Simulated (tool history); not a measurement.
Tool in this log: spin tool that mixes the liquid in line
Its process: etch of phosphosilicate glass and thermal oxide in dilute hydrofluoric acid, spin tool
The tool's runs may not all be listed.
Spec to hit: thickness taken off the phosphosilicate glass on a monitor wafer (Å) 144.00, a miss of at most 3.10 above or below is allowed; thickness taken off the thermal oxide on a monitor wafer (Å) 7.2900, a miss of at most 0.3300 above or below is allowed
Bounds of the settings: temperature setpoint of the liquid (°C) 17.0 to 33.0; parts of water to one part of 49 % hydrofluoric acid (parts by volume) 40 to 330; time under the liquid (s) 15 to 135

| run | hour | temperature setpoint of the liquid (°C) | parts of water to one part of 49 % hydrofluoric acid (parts by volume) | time under the liquid (s) | thickness taken off the phosphosilicate glass on a monitor wafer (Å) | thickness taken off the thermal oxide on a monitor wafer (Å) |
|---|---|---|---|---|---|---|
| 1 | 0.0 | 25.0 | 185 | 70 | 320.37 | 16.0450 |
| 2 | 6.6 | 25.0 | 135 | 70 | 469.62 | 23.2070 |
| 3 | 12.4 | 24.0 | 145 | 70 | 410.52 | 21.3880 |
| 4 | 20.2 | 24.0 | 160 | 70 | 367.37 | 18.7360 |
| 5 | 26.1 | 24.0 | 160 | 50 | 262.90 | 13.4140 |
| 6 | 29.2 | 27.0 | 160 | 50 | 295.72 | 14.6670 |
| 7 | 33.7 | 26.5 | 165 | 50 | 277.16 | 14.1000 |
| 8 | 38.7 | 25.5 | 170 | 50 | 259.14 | 12.9390 |
| 9 | 45.3 | 21.5 | 235 | 50 | 149.24 | 7.6675 |

5 next moves are on the table. One of them brings every result within its allowed miss. Which?
| A | 51.9 | 21.5 | 245 | 50 | ? | ? |
| B | 51.9 | 25.0 | 190 | 35 | ? | ? |
| C | 51.9 | 17.0 | 200 | 45 | ? | ? |
| D | 51.9 | 26.0 | 295 | 60 | ? | ? |
| E | 51.9 | 18.5 | 220 | 55 | ? | ? |

| move | thickness taken off the phosphosilicate glass on a monitor wafer (Å) | thickness taken off the thermal oxide on a monitor wafer (Å) |
|---|---|---|
| A | 142.37 | 7.3966 |
| B | 154.81 | 8.0425 |
| C | 137.76 | 7.1568 |
| D | 158.37 | 8.2277 |
| E | 159.40 | 8.2813 |
A: hits every target within its allowed miss
B: misses by more than the last run did
C: the result that was furthest off in the last run now lies on the other side of its target
D: misses by more than the last run did
E: misses by more than the last run did
Move A is the one to make.
